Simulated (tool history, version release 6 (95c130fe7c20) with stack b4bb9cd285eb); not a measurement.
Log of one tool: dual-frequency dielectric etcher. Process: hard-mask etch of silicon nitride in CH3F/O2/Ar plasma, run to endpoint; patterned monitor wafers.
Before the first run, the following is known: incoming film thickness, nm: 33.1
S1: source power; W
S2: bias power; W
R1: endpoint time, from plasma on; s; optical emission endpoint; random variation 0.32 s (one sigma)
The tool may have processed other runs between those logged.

| run | day | S1 | S2 | R1 |
|---|---|---|---|---|
| 1 | 0.000 | 480 | 87 | 40.948 |
| 2 | 0.175 | 420 | 87 | 43.352 |
| 3 | 0.308 | 420 | 100 | 40.893 |
| 4 | 0.400 | 420 | 114 | 38.502 |
| 5 | 0.567 | 390 | 100 | 42.367 |
| 6 | 0.908 | 390 | 115 | 39.324 |

Forecast run 7:
| 7 | 1.142 | 360 | 102 | ? |

Run 7 measured R1 43.233 s.
